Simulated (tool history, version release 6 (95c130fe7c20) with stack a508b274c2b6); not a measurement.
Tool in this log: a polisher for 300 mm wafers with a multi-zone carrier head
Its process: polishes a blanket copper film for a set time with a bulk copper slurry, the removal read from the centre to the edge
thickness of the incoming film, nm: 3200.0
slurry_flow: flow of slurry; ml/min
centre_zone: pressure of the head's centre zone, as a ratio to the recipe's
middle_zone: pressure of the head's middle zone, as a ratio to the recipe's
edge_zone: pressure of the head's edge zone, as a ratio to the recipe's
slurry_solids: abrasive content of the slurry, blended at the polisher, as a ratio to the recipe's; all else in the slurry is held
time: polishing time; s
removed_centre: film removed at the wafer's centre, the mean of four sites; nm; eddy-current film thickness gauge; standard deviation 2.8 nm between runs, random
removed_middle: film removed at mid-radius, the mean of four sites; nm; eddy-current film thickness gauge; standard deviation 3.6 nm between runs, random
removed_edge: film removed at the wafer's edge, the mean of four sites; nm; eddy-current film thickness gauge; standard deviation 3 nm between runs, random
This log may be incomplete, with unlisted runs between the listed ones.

run 1 hour=0 | slurry_flow=265 centre_zone=1 middle_zone=1 edge_zone=1 slurry_solids=1 time=72 | removed_centre=629.7 removed_middle=646.64 removed_edge=671.13
run 2 hour=6.8 | slurry_flow=265 centre_zone=1 middle_zone=1 edge_zone=1 slurry_solids=0.9 time=72 | removed_centre=618.72 removed_middle=627.2 removed_edge=637.55
run 3 hour=12.2 | slurry_flow=330 centre_zone=1 middle_zone=1 edge_zone=1 slurry_solids=0.9 time=72 | removed_centre=625.99 removed_middle=643.98 removed_edge=650.74
run 4 hour=16 | slurry_flow=325 centre_zone=0.99 middle_zone=0.98 edge_zone=0.98 slurry_solids=0.85 time=71 | removed_centre=606.04 removed_middle=619.65 removed_edge=623.26
run 5 hour=20.5 | slurry_flow=315 centre_zone=0.99 middle_zone=0.96 edge_zone=0.97 slurry_solids=0.8 time=70 | removed_centre=583.22 removed_middle=577.6 removed_edge=601.55
run 6 hour=23.6 | slurry_flow=315 centre_zone=0.99 middle_zone=0.96 edge_zone=0.89 slurry_solids=0.8 time=70 | removed_centre=580.05 removed_middle=583.83 removed_edge=573.06
run 7 hour=24.8 | slurry_flow=310 centre_zone=0.99 middle_zone=0.94 edge_zone=0.88 slurry_solids=0.75 time=69 | removed_centre=560.64 removed_middle=546.86 removed_edge=556.37

Run 8, settings as shown, results not yet in. Your forecast:
run 8 hour=30.1 | slurry_flow=310 centre_zone=0.99 middle_zone=0.93 edge_zone=0.87 slurry_solids=0.7 time=68 | removed_centre=? removed_middle=? removed_edge=?

{"run 8": {"removed_centre": 543.69, "removed_middle": 526.89, "removed_edge": 541.26}}
